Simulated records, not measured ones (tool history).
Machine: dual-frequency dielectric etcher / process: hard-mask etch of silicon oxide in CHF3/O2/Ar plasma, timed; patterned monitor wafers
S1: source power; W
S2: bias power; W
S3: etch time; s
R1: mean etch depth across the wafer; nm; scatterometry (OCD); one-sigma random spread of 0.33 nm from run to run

{"run": 1, "hour": 0.0, "S1": 550, "S2": 218, "S3": 33.5, "R1": 66.414}
{"run": 2, "hour": 8.1, "S1": 550, "S2": 232, "S3": 33.5, "R1": 67.439}
{"run": 3, "hour": 12.7, "S1": 550, "S2": 209, "S3": 33.5, "R1": 65.614}
{"run": 4, "hour": 20.9, "S1": 550, "S2": 209, "S3": 33.5, "R1": 65.968}
{"run": 5, "hour": 29.6, "S1": 550, "S2": 179, "S3": 33.5, "R1": 62.206}
{"run": 6, "hour": 34.3, "S1": 520, "S2": 176, "S3": 33.5, "R1": 59.619}
{"run": 7, "hour": 38.8, "S1": 500, "S2": 175, "S3": 33.5, "R1": 57.885}
{"run": 8, "hour": 45.3, "S1": 490, "S2": 175, "S3": 33.5, "R1": 56.788}
{"run": 9, "hour": 50.6, "S1": 480, "S2": 175, "S3": 33.5, "R1": 56.445}

For run 10, what comes out?
{"run": 10, "hour": 52.3, "S1": 480, "S2": 175, "S3": 33.5, "R1": "?"}

For run 10 the tool returned R1 56.675 nm.
